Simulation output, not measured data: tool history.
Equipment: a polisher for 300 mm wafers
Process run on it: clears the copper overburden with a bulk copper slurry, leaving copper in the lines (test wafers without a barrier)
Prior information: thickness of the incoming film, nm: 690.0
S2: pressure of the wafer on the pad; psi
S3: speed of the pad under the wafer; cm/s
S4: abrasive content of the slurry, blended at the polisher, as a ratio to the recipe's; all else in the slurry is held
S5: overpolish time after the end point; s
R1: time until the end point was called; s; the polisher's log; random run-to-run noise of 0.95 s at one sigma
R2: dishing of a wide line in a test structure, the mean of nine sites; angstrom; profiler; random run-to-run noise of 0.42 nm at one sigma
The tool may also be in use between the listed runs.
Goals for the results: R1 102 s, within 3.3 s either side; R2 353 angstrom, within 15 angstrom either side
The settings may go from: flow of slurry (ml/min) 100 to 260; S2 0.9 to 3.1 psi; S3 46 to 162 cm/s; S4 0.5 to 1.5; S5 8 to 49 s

run 1 day=0 | flow_of_slurry_(ml/min)=165 S2=2 S3=104 S4=1 S5=25 | R1=87.828 R2=868.98
run 2 day=0.175 | flow_of_slurry_(ml/min)=165 S2=2 S3=94 S4=1 S5=25 | R1=95.967 R2=826.15
run 3 day=0.254 | flow_of_slurry_(ml/min)=165 S2=2 S3=94 S4=0.9 S5=25 | R1=98.456 R2=822.96
run 4 day=0.55 | flow_of_slurry_(ml/min)=150 S2=2 S3=94 S4=0.9 S5=25 | R1=99.292 R2=829.25
run 5 day=0.625 | flow_of_slurry_(ml/min)=175 S2=1.8 S3=100 S4=1.05 S5=21 | R1=97.906 R2=729.29
run 6 day=0.862 | flow_of_slurry_(ml/min)=175 S2=1.8 S3=110 S4=1.05 S5=21 | R1=91.993 R2=767.89
run 7 day=1.062 | flow_of_slurry_(ml/min)=195 S2=1.6 S3=112 S4=1.15 S5=18 | R1=99.137 R2=649.71
run 8 day=1.267 | flow_of_slurry_(ml/min)=210 S2=1.5 S3=118 S4=1.2 S5=16 | R1=98.667 R2=598.99
run 9 day=1.317 | flow_of_slurry_(ml/min)=220 S2=1.4 S3=122 S4=1.25 S5=14 | R1=101.56 R2=526.33

Exactly one of the 4 candidate moves below puts every result within its allowed miss. Which one?
run A day=1.367 | flow_of_slurry_(ml/min)=260 S2=1.4 S3=126 S4=1 S5=8 | R1=? R2=?
run B day=1.367 | flow_of_slurry_(ml/min)=150 S2=1.5 S3=124 S4=1.05 S5=24 | R1=? R2=?
run C day=1.367 | flow_of_slurry_(ml/min)=225 S2=1.3 S3=134 S4=1.15 S5=18 | R1=? R2=?
run D day=1.367 | flow_of_slurry_(ml/min)=165 S2=1.3 S3=130 S4=1.4 S5=25 | R1=? R2=?

move=A R1=102.15 R2=345.49
move=B R1=102.3 R2=744.75
move=C R1=103.04 R2=612.98
move=D R1=105.52 R2=727.53
A: every result within its allowed miss
B: further off than the last run
C: further off than the last run
D: further off than the last run
Move A is the one to make.

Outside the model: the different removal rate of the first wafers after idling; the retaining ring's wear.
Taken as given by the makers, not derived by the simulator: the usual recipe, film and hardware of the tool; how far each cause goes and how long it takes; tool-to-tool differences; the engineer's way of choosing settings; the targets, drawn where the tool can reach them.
